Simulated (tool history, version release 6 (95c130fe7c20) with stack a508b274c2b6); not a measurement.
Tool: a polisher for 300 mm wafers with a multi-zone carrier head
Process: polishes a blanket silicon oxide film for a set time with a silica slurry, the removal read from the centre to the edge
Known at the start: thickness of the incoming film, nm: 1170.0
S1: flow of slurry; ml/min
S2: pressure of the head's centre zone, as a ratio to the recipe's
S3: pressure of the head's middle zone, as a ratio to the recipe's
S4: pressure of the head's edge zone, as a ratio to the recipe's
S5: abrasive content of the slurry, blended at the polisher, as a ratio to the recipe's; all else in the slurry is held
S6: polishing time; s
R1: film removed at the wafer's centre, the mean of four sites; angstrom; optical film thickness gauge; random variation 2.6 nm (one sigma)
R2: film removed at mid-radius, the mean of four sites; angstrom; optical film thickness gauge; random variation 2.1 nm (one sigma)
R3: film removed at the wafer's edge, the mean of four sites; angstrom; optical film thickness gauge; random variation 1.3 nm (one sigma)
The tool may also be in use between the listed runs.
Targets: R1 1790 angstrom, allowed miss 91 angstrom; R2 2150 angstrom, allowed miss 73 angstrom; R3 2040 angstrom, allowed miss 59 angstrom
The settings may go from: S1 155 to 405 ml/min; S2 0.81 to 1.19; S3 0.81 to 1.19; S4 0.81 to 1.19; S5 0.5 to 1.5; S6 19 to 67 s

| run | day | S1 | S2 | S3 | S4 | S5 | S6 | R1 | R2 | R3 |
|---|---|---|---|---|---|---|---|---|---|---|
| 1 | 0 | 260 | 1 | 1 | 1 | 1 | 43 | 1410.3 | 1554.6 | 1559.5 |
| 2 | 0.296 | 260 | 1 | 1 | 1.07 | 1 | 43 | 1397.7 | 1577.4 | 1606.6 |
| 3 | 0.662 | 305 | 1 | 1 | 1.07 | 1 | 43 | 1466 | 1615.9 | 1624.5 |
| 4 | 0.833 | 305 | 1 | 1 | 1.07 | 1 | 38 | 1285.4 | 1406.3 | 1433.3 |
| 5 | 0.967 | 305 | 1 | 0.95 | 1.07 | 1 | 38 | 1292.8 | 1357.4 | 1438.2 |
|  | 1.312 | centre zone pressure recalibrated |
| 6 | 1.312 | 305 | 1 | 0.9 | 1.07 | 1 | 38 | 1433.6 | 1313.3 | 1440 |
| 7 | 1.479 | 315 | 1.02 | 0.95 | 1.08 | 1.15 | 39 | 1600.6 | 1487.9 | 1559.9 |
| 8 | 1.758 | 305 | 0.99 | 0.99 | 1.1 | 1.25 | 40 | 1633.4 | 1630.4 | 1670.4 |

5 next moves are on the table. One of them brings every result within its allowed miss. Which?
| A | 2.038 | 310 | 0.89 | 1.04 | 1.14 | 1.2 | 52 | ? | ? | ? |
| B | 2.038 | 335 | 1.1 | 1.01 | 1 | 1.3 | 30 | ? | ? | ? |
| C | 2.038 | 320 | 0.94 | 1.18 | 1.02 | 1.1 | 48 | ? | ? | ? |
| D | 2.038 | 305 | 0.9 | 1.09 | 1.07 | 1.35 | 48 | ? | ? | ? |
| E | 2.038 | 295 | 1.09 | 0.83 | 1.18 | 1 | 45 | ? | ? | ? |

| move | R1 | R2 | R3 |
|---|---|---|---|
| A | 1882.3 | 2188.1 | 2187.1 |
| B | 1395 | 1279.5 | 1224.4 |
| C | 1782.2 | 2157.9 | 1847 |
| D | 1832.9 | 2183.3 | 2038.4 |
| E | 1847.7 | 1484.2 | 1791.3 |
A: brings the result that was furthest off to its target, and leaves another outside
B: further off than the last run
C: brings the result that was furthest off to its target, and leaves another outside
D: meets every target
E: further off than the last run
Move D is the one to make.
